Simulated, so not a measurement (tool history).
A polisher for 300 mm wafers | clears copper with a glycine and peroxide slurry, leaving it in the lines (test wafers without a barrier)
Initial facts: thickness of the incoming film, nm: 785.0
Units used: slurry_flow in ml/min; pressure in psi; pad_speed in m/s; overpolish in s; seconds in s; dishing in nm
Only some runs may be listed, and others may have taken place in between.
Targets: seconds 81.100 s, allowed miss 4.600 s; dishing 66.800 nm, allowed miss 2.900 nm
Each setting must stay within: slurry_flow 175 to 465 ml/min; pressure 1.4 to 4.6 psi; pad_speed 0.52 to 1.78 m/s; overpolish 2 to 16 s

run,day,slurry_flow,pressure,pad_speed,overpolish,seconds,dishing
1,0.000,295,3.0,1.14,8,99.256,38.711
2,0.133,295,3.2,1.14,9,95.220,46.708
3,0.450,295,3.2,1.04,9,105.650,42.064
4,0.479,295,3.2,1.04,7,101.540,33.715
5,0.604,295,3.6,1.04,7,92.590,36.695
6,0.842,295,3.6,1.24,7,79.216,42.396
7,1.058,295,3.6,1.24,8,77.873,47.828
8,1.412,295,3.6,1.24,9,79.529,51.399
9,1.467,295,3.6,1.24,10,78.934,58.053

Which of these 5 next moves meets every target?
A,1.521,325,3.8,1.32,8,?,?
B,1.521,225,4.0,1.26,9,?,?
C,1.521,320,3.6,1.34,9,?,?
D,1.521,375,3.7,1.18,11,?,?
E,1.521,275,3.0,1.52,12,?,?

move,seconds,dishing
A,73.229,51.995
B,75.426,56.168
C,75.846,55.622
D,81.424,62.136
E,80.728,66.043
A: moves away from the targets compared with the last run
B: moves away from the targets compared with the last run
C: moves away from the targets compared with the last run
D: moves toward the targets from the last run without getting all of them in spec
E: every result within its allowed miss
E meets every target.

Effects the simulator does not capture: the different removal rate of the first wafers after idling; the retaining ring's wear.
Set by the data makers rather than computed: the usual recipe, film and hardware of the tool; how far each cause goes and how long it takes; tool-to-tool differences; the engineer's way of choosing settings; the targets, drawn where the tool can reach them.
